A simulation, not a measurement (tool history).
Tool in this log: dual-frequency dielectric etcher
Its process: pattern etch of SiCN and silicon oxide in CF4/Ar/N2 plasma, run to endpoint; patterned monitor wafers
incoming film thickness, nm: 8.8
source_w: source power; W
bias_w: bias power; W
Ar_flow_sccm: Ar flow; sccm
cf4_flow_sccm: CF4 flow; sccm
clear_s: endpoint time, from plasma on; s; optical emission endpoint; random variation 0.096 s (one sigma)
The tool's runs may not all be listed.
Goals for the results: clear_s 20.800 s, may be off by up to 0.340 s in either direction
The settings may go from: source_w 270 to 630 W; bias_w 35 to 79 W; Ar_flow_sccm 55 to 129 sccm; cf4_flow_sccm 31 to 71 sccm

Run 1, day 0.000: source_w 450 W, bias_w 57 W, Ar_flow_sccm 92 sccm, cf4_flow_sccm 51 sccm. Result: clear_s 11.854 s.
Run 2, day 0.121: source_w 410 W, bias_w 53 W, Ar_flow_sccm 98 sccm, cf4_flow_sccm 49 sccm. Result: clear_s 13.762 s.
Run 3, day 0.196: source_w 410 W, bias_w 53 W, Ar_flow_sccm 82 sccm, cf4_flow_sccm 49 sccm. Result: clear_s 13.337 s.
Run 4, day 0.546: source_w 410 W, bias_w 53 W, Ar_flow_sccm 82 sccm, cf4_flow_sccm 53 sccm. Result: clear_s 13.268 s.
Run 5, day 0.862: source_w 440 W, bias_w 53 W, Ar_flow_sccm 82 sccm, cf4_flow_sccm 53 sccm. Result: clear_s 12.269 s.
Run 6, day 1.150: source_w 440 W, bias_w 53 W, Ar_flow_sccm 82 sccm, cf4_flow_sccm 59 sccm. Result: clear_s 11.871 s.
Run 7, day 1.438: source_w 350 W, bias_w 42 W, Ar_flow_sccm 100 sccm, cf4_flow_sccm 49 sccm. Result: clear_s 17.817 s.
Run 8, day 1.729: source_w 340 W, bias_w 42 W, Ar_flow_sccm 100 sccm, cf4_flow_sccm 49 sccm. Result: clear_s 18.411 s.
Run 9, day 1.979: source_w 330 W, bias_w 42 W, Ar_flow_sccm 100 sccm, cf4_flow_sccm 49 sccm. Result: clear_s 19.139 s.
Run 10, day 2.342: source_w 320 W, bias_w 42 W, Ar_flow_sccm 100 sccm, cf4_flow_sccm 49 sccm. Result: clear_s 19.875 s.

Of the 4 settings listed for the next run, only one would bring every result within its allowed miss of target. Which one?
Run A, day 2.704: source_w 320 W, bias_w 49 W, Ar_flow_sccm 114 sccm, cf4_flow_sccm 42 sccm. Result: clear_s ?.
Run B, day 2.704: source_w 290 W, bias_w 51 W, Ar_flow_sccm 111 sccm, cf4_flow_sccm 46 sccm. Result: clear_s ?.
Run C, day 2.704: source_w 300 W, bias_w 44 W, Ar_flow_sccm 102 sccm, cf4_flow_sccm 49 sccm. Result: clear_s ?.
Run D, day 2.704: source_w 330 W, bias_w 36 W, Ar_flow_sccm 120 sccm, cf4_flow_sccm 48 sccm. Result: clear_s ?.

move  clear_s
   A   19.728
   B   21.749
   C   21.324
   D   20.596
A: moves away from the targets compared with the last run
B: moves the result that the last run missed by most past its target, out the other side
C: moves the result that the last run missed by most past its target, out the other side
D: hits every target within its allowed miss
D is the move that brings every result within its allowed miss.

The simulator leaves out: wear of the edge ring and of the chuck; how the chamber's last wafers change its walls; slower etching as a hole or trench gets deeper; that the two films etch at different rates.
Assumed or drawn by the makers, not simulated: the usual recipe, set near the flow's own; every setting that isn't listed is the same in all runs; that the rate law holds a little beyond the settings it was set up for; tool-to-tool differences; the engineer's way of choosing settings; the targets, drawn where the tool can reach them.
